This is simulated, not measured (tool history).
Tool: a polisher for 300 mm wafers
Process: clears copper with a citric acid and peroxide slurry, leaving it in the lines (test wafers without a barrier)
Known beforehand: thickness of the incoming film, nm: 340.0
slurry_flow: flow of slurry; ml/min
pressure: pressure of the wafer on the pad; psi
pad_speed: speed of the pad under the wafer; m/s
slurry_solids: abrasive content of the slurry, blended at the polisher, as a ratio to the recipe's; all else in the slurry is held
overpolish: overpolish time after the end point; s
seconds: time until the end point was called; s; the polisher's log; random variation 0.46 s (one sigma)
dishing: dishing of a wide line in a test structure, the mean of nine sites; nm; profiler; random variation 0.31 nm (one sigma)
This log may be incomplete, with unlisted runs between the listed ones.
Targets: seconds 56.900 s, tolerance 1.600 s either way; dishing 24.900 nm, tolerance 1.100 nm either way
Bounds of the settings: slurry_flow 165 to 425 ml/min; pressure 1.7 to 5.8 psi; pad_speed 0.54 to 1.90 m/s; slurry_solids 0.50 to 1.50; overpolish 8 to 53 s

Run 1, day 0.000: slurry_flow 275 ml/min, pressure 3.7 psi, pad_speed 1.22 m/s, slurry_solids 1.00, overpolish 27 s. Result: seconds 84.349 s, dishing 39.362 nm.
Run 2, day 0.104: slurry_flow 275 ml/min, pressure 3.7 psi, pad_speed 0.98 m/s, slurry_solids 1.00, overpolish 27 s. Result: seconds 105.930 s, dishing 35.870 nm.
Run 3, day 0.346: slurry_flow 280 ml/min, pressure 4.0 psi, pad_speed 1.02 m/s, slurry_solids 1.00, overpolish 23 s. Result: seconds 93.174 s, dishing 35.129 nm.
Run 4, day 0.467: slurry_flow 230 ml/min, pressure 4.0 psi, pad_speed 1.02 m/s, slurry_solids 1.00, overpolish 23 s. Result: seconds 93.584 s, dishing 35.256 nm.
Run 5, day 0.579: slurry_flow 175 ml/min, pressure 4.0 psi, pad_speed 1.02 m/s, slurry_solids 1.00, overpolish 23 s. Result: seconds 96.899 s, dishing 33.470 nm.
Run 6, day 0.879: slurry_flow 175 ml/min, pressure 4.6 psi, pad_speed 1.02 m/s, slurry_solids 1.00, overpolish 23 s. Result: seconds 84.986 s, dishing 36.969 nm.
Run 7, day 1.150: slurry_flow 250 ml/min, pressure 3.6 psi, pad_speed 1.36 m/s, slurry_solids 1.25, overpolish 10 s. Result: seconds 74.799 s, dishing 24.775 nm.
Run 8, day 1.242: slurry_flow 250 ml/min, pressure 3.8 psi, pad_speed 1.36 m/s, slurry_solids 1.30, overpolish 10 s. Result: seconds 69.463 s, dishing 25.032 nm.
Run 9, day 1.554: slurry_flow 255 ml/min, pressure 3.9 psi, pad_speed 1.36 m/s, slurry_solids 1.35, overpolish 10 s. Result: seconds 66.926 s, dishing 25.891 nm.
Run 10, day 1.596: slurry_flow 240 ml/min, pressure 4.0 psi, pad_speed 1.38 m/s, slurry_solids 1.40, overpolish 10 s. Result: seconds 64.666 s, dishing 27.119 nm.
Run 11, day 1.933: slurry_flow 270 ml/min, pressure 4.0 psi, pad_speed 1.40 m/s, slurry_solids 1.35, overpolish 10 s. Result: seconds 64.425 s, dishing 27.027 nm.
Run 12, day 2.058: slurry_flow 250 ml/min, pressure 4.0 psi, pad_speed 1.44 m/s, slurry_solids 1.40, overpolish 10 s. Result: seconds 62.235 s, dishing 27.297 nm.

Below are 4 possible settings for the next run. Only one of them brings all results inside the allowed miss of their targets. Which is it?
Run A, day 2.183: slurry_flow 255 ml/min, pressure 3.5 psi, pad_speed 1.40 m/s, slurry_solids 1.30, overpolish 15 s. Result: seconds ?, dishing ?.
Run B, day 2.183: slurry_flow 235 ml/min, pressure 4.2 psi, pad_speed 1.62 m/s, slurry_solids 1.40, overpolish 8 s. Result: seconds ?, dishing ?.
Run C, day 2.183: slurry_flow 315 ml/min, pressure 3.6 psi, pad_speed 1.68 m/s, slurry_solids 1.50, overpolish 8 s. Result: seconds ?, dishing ?.
Run D, day 2.183: slurry_flow 215 ml/min, pressure 4.4 psi, pad_speed 1.20 m/s, slurry_solids 1.50, overpolish 14 s. Result: seconds ?, dishing ?.

move  seconds  dishing
   A   73.786   31.486
   B   53.067   26.244
   C   56.894   24.951
   D   67.495   32.072
A: moves away from the targets compared with the last run
B: takes the biggest miss from the last run beyond its target
C: all results in spec
D: moves away from the targets compared with the last run
C meets every target.

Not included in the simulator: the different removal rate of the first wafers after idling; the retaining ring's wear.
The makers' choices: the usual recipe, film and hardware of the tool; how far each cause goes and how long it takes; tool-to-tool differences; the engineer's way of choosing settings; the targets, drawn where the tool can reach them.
